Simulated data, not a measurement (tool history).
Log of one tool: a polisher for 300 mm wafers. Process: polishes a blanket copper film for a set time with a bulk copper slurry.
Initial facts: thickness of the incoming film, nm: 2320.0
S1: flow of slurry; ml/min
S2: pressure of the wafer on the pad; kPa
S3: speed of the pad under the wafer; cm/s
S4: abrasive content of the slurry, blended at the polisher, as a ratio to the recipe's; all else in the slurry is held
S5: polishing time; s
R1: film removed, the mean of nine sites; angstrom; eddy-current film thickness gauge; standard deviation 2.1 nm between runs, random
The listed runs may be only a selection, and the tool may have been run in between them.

run	hour	S1	S2	S3	S4	S5	R1
1	0.0	230	19.3	108	1.0	55	4841.0
2	4.3	230	19.3	108	1.0	58	5077.8
3	12.1	175	19.3	108	1.0	58	4915.2
4	15.9	175	19.3	90	1.0	58	4219.2
5	23.2	175	19.3	90	1.0	55	4012.0
6	24.1	145	19.3	90	1.0	55	3976.2

Run 7 is up next; what results do you expect?
7	31.3	145	13.8	88	1.0	55	?

R1: 3073.9 angstrom
